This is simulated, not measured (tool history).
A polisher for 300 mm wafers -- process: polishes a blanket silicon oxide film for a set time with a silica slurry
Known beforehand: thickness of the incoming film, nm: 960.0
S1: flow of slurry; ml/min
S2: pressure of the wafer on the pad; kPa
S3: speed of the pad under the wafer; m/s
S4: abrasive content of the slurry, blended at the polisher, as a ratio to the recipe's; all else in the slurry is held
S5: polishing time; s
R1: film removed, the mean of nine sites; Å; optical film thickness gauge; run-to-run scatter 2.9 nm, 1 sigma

run  hour   S1    S2    S3  S4  S5      R1
  1     0  215  30.3  1.18   1  93  2917.7
  2   8.8  215  28.3  1.18   1  93  2676.7
  3  16.6  215  28.3  1.06   1  93  2454.9
  4  18.7  215  22.8  1.06   1  93  2058.3
  5  26.8  215  22.8   0.9   1  93  1861.9
  6  32.7  215  22.8  0.72   1  93  1525.5

Forecast run 7:
  7  40.8  215  27.6  0.74   1  93   ?

R1: 1842.8 Å
